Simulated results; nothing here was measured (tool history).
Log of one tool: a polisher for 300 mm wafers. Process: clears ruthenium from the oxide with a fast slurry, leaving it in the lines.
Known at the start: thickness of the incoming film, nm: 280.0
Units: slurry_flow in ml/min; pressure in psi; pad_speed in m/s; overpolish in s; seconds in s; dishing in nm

run    day  slurry_flow  pressure  pad_speed  slurry_solids  overpolish  seconds  dishing
  1      0          230       3.3       0.86              1          13   60.933   42.944
  2  0.212          270       3.3       0.86              1          13   61.058   44.105
  3  0.462          270       3.3       0.96              1          13   54.533   47.712
  4  0.508          240         3       0.96            0.9          11    64.82   36.225
  5  0.688          215       2.7       0.94              1           9   68.641   28.641
  6  0.817          160       2.7       0.94              1           9   71.036   27.961
  7  0.912          155       2.4        0.9            1.1           8   79.282   22.844
  8  1.254          150       2.2        0.9            1.2           7   82.054   19.688

Run 9 comes next. What will it give?
  9  1.367          150       2.1        0.9           1.25           6        ?        ?

seconds: 80.812 s
dishing: 16.068 nm
